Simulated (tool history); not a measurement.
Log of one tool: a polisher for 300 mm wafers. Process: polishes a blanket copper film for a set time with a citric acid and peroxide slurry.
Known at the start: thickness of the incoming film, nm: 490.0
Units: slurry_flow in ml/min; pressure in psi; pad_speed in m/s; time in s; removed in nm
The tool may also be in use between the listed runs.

run  hour  slurry_flow  pressure  pad_speed  slurry_solids  time  removed
  1     0          165       3.5       0.94              1    51   132.63
  2   5.3          165       3.5       1.08              1    51   143.41
  3  10.7          165       3.3       1.08              1    51    136.4
  4  11.3          165       3.1       1.08              1    51   127.63
  5    16          165       3.4       1.08              1    51    141.7
  6  23.3          165       3.4       1.08              1    51    140.8
  7  26.1          165       3.2       1.08              1    51   131.03

The next listed run, before its measurement:
  8  30.8          165       3.1       1.08              1    51        ?

removed: 127.54 nm
